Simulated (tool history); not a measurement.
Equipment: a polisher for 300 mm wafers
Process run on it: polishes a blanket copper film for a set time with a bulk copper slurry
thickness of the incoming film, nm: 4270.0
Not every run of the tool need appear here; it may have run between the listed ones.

run,day,flow of slurry (ml/min),pressure of the wafer on the pad (kPa),speed of the pad under the wafer (m/s),abrasive content of the slurry,polishing time (s),film removed (nm)
1,0.000,145,22.8,1.32,1.00,33,365.45
2,0.175,150,24.1,1.32,1.00,33,401.02
3,0.529,150,24.1,1.32,1.20,33,411.64
4,0.825,155,24.8,1.32,1.20,33,428.13
5,1.050,155,24.8,1.32,1.05,33,415.23
6,1.338,160,25.5,1.32,1.05,33,427.62

Forecast run 7:
7,1.696,160,26.2,1.32,1.05,33,?

Run 7 produced film removed (nm) 441.01.
